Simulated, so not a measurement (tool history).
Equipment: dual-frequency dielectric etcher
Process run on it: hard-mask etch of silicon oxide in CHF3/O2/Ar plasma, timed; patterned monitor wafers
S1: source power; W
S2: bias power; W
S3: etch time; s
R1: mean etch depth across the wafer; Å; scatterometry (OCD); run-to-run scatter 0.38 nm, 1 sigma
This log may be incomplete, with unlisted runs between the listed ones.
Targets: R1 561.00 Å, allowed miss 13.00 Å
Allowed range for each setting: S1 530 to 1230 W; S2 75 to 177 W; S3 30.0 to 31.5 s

run	day	S1	S2	S3	R1
1	0.000	880	126	30.0	613.52
2	0.346	860	125	30.0	615.97
3	0.425	840	124	30.0	619.60
4	0.633	910	124	30.0	628.65
5	0.692	780	124	30.0	600.67
6	0.954	780	124	31.5	629.44
7	1.233	760	122	31.5	622.09
8	1.446	740	121	31.5	614.96
9	1.567	720	120	31.5	614.22
10	1.617	700	118	31.5	595.87
11	1.812	690	118	31.5	601.52
12	2.179	680	117	31.5	597.23
13	2.408	670	116	31.5	595.18
14	2.542	660	115	31.5	596.31
15	2.875	650	114	31.5	580.22
# day 3.154: source power generator calibrated
16	3.154	640	114	31.5	580.82
17	3.492	630	114	31.5	583.71
18	3.529	620	113	31.5	573.97

Next run, 4 choices. One meets every target within its allowed miss, the rest don't. Which?
A	3.567	540	100	31.0	?
B	3.567	760	97	31.0	?
C	3.567	570	99	30.5	?
D	3.567	650	111	30.5	?

move	R1
A	536.63
B	590.23
C	535.10
D	568.55
A: pushes the last run's worst result past its target
B: lands further from the targets than the last run did
C: pushes the last run's worst result past its target
D: each result inside its tolerance
Answer: D
